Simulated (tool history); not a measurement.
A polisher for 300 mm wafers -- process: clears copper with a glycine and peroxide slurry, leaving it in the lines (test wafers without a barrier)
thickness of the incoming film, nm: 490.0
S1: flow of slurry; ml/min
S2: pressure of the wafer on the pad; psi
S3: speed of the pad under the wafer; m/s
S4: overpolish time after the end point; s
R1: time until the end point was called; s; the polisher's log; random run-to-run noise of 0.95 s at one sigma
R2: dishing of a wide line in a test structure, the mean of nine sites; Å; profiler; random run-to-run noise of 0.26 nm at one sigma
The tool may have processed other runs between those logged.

| run | hour | S1 | S2 | S3 | S4 | R1 | R2 |
|---|---|---|---|---|---|---|---|
| 1 | 0.0 | 125 | 2.9 | 1.00 | 10 | 90.739 | 271.12 |
| 2 | 0.7 | 125 | 2.9 | 1.00 | 12 | 92.700 | 309.37 |
| 3 | 6.2 | 130 | 2.9 | 1.00 | 11 | 91.793 | 287.20 |
| 4 | 7.0 | 150 | 2.9 | 1.00 | 11 | 88.098 | 298.40 |
| 5 | 12.6 | 135 | 2.9 | 1.00 | 11 | 91.558 | 291.76 |
| 6 | 19.2 | 135 | 2.5 | 1.00 | 11 | 103.420 | 270.19 |
| 7 | 22.0 | 145 | 2.6 | 1.00 | 10 | 99.183 | 256.70 |

For run 8, what comes out?
| 8 | 30.0 | 150 | 2.7 | 1.00 | 9 | ? | ? |

Run 8 gave R1 94.443 s, R2 241.42 Å.
